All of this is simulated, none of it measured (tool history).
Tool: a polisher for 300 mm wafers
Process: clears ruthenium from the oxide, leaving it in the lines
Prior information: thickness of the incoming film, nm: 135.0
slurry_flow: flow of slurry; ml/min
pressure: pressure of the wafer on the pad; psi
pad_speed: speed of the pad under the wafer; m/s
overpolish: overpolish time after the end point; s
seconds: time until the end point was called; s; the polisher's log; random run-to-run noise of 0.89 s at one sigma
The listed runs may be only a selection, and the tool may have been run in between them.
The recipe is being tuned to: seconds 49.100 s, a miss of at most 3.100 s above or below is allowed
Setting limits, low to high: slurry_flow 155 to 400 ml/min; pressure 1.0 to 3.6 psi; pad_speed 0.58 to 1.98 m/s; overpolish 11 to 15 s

run  hour  slurry_flow  pressure  pad_speed  overpolish  seconds
  1   0.0          255       2.3       1.28          15   89.946
  2   7.6          255       2.4       1.30          15   86.916
  3   8.3          305       2.4       1.30          15   84.929
  4  14.0          240       2.4       1.30          15   88.776
  5  21.2          240       2.4       1.16          15   96.522
  6  27.2          240       2.5       1.20          15   89.687
  7  30.3          240       2.6       1.22          15   85.627
  8  36.4          240       2.7       1.26          15   81.120
  9  39.7          240       2.8       1.30          15   76.110
 10  48.4          245       3.4       1.50          15   56.940
 11  50.6          245       3.4       1.52          15   54.533
 12  51.8          245       3.5       1.56          15   53.033

Exactly one of the 4 candidate moves below puts every result within its allowed miss. Which one?
  A  53.0          250       3.6       1.90          15        ?
  B  53.0          240       3.6       1.84          15        ?
  C  53.0          225       3.6       1.90          12        ?
  D  53.0          260       3.6       1.64          11        ?

move  seconds
   A   43.110
   B   44.706
   C   43.683
   D   49.560
A: the result that was furthest off in the last run now lies on the other side of its target
B: the result that was furthest off in the last run now lies on the other side of its target
C: the result that was furthest off in the last run now lies on the other side of its target
D: hits every target within its allowed miss
Move D is the one to make.
